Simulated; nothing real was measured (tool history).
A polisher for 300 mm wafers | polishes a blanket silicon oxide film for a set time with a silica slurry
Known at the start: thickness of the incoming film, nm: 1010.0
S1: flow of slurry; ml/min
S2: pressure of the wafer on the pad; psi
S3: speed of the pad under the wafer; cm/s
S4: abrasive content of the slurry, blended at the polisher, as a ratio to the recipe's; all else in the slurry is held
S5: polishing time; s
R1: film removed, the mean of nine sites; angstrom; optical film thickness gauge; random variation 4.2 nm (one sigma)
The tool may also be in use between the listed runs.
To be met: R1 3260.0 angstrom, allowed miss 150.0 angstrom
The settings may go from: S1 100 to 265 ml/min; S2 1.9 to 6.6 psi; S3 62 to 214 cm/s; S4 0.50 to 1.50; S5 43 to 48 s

{"run": 1, "hour": 0.0, "S1": 170, "S2": 4.2, "S3": 138, "S4": 1.0, "S5": 48, "R1": 2035.2}
{"run": 2, "hour": 5.8, "S1": 170, "S2": 4.2, "S3": 158, "S4": 1.0, "S5": 48, "R1": 2269.9}
{"run": 3, "hour": 10.4, "S1": 170, "S2": 4.2, "S3": 158, "S4": 1.0, "S5": 48, "R1": 2272.6}
{"run": 4, "hour": 12.3, "S1": 170, "S2": 4.8, "S3": 158, "S4": 1.0, "S5": 48, "R1": 2598.2}
{"run": 5, "hour": 15.7, "S1": 170, "S2": 4.0, "S3": 158, "S4": 1.0, "S5": 48, "R1": 2124.7}
{"hour": 20.6, "done": "slurry nozzle cleaned"}
{"run": 6, "hour": 20.6, "S1": 170, "S2": 4.3, "S3": 158, "S4": 1.0, "S5": 48, "R1": 2437.1}
{"run": 7, "hour": 28.7, "S1": 170, "S2": 4.5, "S3": 158, "S4": 1.0, "S5": 48, "R1": 2518.8}
{"run": 8, "hour": 35.0, "S1": 170, "S2": 4.6, "S3": 158, "S4": 1.0, "S5": 48, "R1": 2627.3}
{"run": 9, "hour": 42.1, "S1": 170, "S2": 4.7, "S3": 158, "S4": 1.0, "S5": 48, "R1": 2635.8}

4 next moves are on the table. One of them brings every result within its allowed miss. Which?
{"run": "A", "hour": 49.2, "S1": 170, "S2": 4.0, "S3": 162, "S4": 1.5, "S5": 43, "R1": "?"}
{"run": "B", "hour": 49.2, "S1": 180, "S2": 4.2, "S3": 136, "S4": 1.0, "S5": 48, "R1": "?"}
{"run": "C", "hour": 49.2, "S1": 160, "S2": 4.0, "S3": 174, "S4": 0.6, "S5": 44, "R1": "?"}
{"run": "D", "hour": 49.2, "S1": 160, "S2": 5.5, "S3": 212, "S4": 0.55, "S5": 47, "R1": "?"}

move=A R1=2320.9
move=B R1=2133.6
move=C R1=1947.6
move=D R1=3251.6
A: further off than the last run
B: further off than the last run
C: further off than the last run
D: meets every target
Answer: D
